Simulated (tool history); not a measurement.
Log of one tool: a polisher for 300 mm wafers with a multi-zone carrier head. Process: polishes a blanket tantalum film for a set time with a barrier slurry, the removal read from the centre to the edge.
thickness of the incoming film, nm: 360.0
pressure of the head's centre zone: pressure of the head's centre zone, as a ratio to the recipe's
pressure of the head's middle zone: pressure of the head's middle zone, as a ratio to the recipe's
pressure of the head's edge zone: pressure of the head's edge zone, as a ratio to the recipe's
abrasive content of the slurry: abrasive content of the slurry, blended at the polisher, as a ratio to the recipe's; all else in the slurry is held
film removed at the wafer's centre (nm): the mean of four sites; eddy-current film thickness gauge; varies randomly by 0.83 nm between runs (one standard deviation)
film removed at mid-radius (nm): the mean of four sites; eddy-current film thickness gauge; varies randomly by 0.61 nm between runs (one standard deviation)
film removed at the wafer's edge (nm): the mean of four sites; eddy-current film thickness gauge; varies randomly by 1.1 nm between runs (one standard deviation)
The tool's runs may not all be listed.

run,day,flow of slurry (ml/min),pressure of the head's centre zone,pressure of the head's middle zone,pressure of the head's edge zone,abrasive content of the slurry,polishing time (s),film removed at the wafer's centre (nm),film removed at mid-radius (nm),film removed at the wafer's edge (nm)
1,0.000,195,1.00,1.00,1.00,1.00,82,121.250,119.510,120.720
2,0.050,195,1.00,0.95,1.00,1.00,82,117.570,113.820,122.480
3,0.312,195,0.97,0.95,1.00,1.00,82,114.580,114.160,121.910
4,0.342,190,0.99,0.93,0.97,0.90,77,106.540,101.350,108.190
5,0.675,190,0.99,0.93,0.97,1.05,77,111.780,106.500,112.750
6,0.925,190,0.99,0.93,0.97,1.20,77,116.100,109.800,119.870
7,1.296,190,0.99,0.93,0.97,1.20,77,114.340,109.460,118.180
8,1.525,180,1.00,0.90,0.95,1.05,73,103.190,96.237,106.730
9,1.771,180,1.01,0.88,0.92,0.90,71,100.230,88.688,96.031

Run 10 has not been measured yet. What should we expect?
10,2.088,140,0.96,0.81,0.94,0.65,63,?,?,?

{"run 10": {"film removed at the wafer's centre (nm)": 72.667, "film removed at mid-radius (nm)": 64.747, "film removed at the wafer's edge (nm)": 77.636}}
